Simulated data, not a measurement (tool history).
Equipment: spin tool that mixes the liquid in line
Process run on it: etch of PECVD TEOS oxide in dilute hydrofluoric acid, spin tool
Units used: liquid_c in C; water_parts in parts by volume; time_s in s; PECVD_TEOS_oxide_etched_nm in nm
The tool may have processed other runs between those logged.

Run 1, hour 0: liquid_c 23 C, water_parts 265 parts by volume, time_s 210 s. Result: PECVD_TEOS_oxide_etched_nm 17.419 nm.
Run 2, hour 6.3: liquid_c 23 C, water_parts 265 parts by volume, time_s 210 s. Result: PECVD_TEOS_oxide_etched_nm 17.585 nm.
Run 3, hour 8.1: liquid_c 24 C, water_parts 260 parts by volume, time_s 210 s. Result: PECVD_TEOS_oxide_etched_nm 18.523 nm.
Run 4, hour 9.2: liquid_c 27.5 C, water_parts 260 parts by volume, time_s 210 s. Result: PECVD_TEOS_oxide_etched_nm 21.023 nm.
Run 5, hour 13.7: liquid_c 27.5 C, water_parts 260 parts by volume, time_s 225 s. Result: PECVD_TEOS_oxide_etched_nm 22.474 nm.
Run 6, hour 20.5: liquid_c 28 C, water_parts 255 parts by volume, time_s 225 s. Result: PECVD_TEOS_oxide_etched_nm 23.512 nm.

Estimate the outcome of run 7 from the log above:
Run 7, hour 28.7: liquid_c 28.5 C, water_parts 250 parts by volume, time_s 225 s. Result: PECVD_TEOS_oxide_etched_nm ?.

{"run 7": {"PECVD_TEOS_oxide_etched_nm": 24.423}}

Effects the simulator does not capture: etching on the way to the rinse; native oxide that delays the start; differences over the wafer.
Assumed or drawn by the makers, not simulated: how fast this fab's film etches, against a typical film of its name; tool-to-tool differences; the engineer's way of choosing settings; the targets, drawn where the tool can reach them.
